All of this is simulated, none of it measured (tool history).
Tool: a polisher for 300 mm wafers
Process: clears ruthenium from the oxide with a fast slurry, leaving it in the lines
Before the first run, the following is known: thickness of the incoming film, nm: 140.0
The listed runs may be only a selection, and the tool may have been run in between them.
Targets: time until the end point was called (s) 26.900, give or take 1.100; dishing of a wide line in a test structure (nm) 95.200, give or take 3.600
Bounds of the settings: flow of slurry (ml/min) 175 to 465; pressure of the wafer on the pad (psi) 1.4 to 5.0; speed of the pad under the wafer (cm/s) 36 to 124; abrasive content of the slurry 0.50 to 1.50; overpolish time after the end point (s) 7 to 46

run,hour,flow of slurry (ml/min),pressure of the wafer on the pad (psi),speed of the pad under the wafer (cm/s),abrasive content of the slurry,overpolish time after the end point (s),time until the end point was called (s),dishing of a wide line in a test structure (nm)
1,0.0,295,3.2,80,1.00,24,36.835,60.686
2,6.5,295,3.4,80,1.00,26,34.588,67.334
3,12.2,295,3.9,80,1.00,26,30.130,73.728
4,18.3,295,3.9,80,1.20,26,28.023,77.803
5,22.4,295,3.9,80,1.20,32,28.471,87.100
6,31.2,295,3.9,80,1.05,32,29.919,83.307
7,36.7,295,3.9,80,1.05,32,29.904,85.071
8,45.3,295,4.0,80,1.05,32,29.718,84.611
9,51.1,295,4.1,80,1.05,33,28.539,89.197
10,56.0,295,4.2,80,1.05,34,28.072,90.563

4 next moves are on the table. One of them brings every result within its allowed miss. Which?
A,60.9,245,3.9,82,1.40,35,?,?
B,60.9,245,3.7,100,1.05,26,?,?
C,60.9,290,4.0,86,0.90,37,?,?
D,60.9,330,4.0,82,1.00,34,?,?

move,time until the end point was called (s),dishing of a wide line in a test structure (nm)
A,26.247,94.802
B,25.289,82.384
C,28.571,93.432
D,28.278,89.913
A: every result lands within tolerance
B: misses by more than the last run did
C: meets the target for the result that was furthest off, but another lies outside its allowed miss
D: misses by more than the last run did
Go with A: it meets all targets.
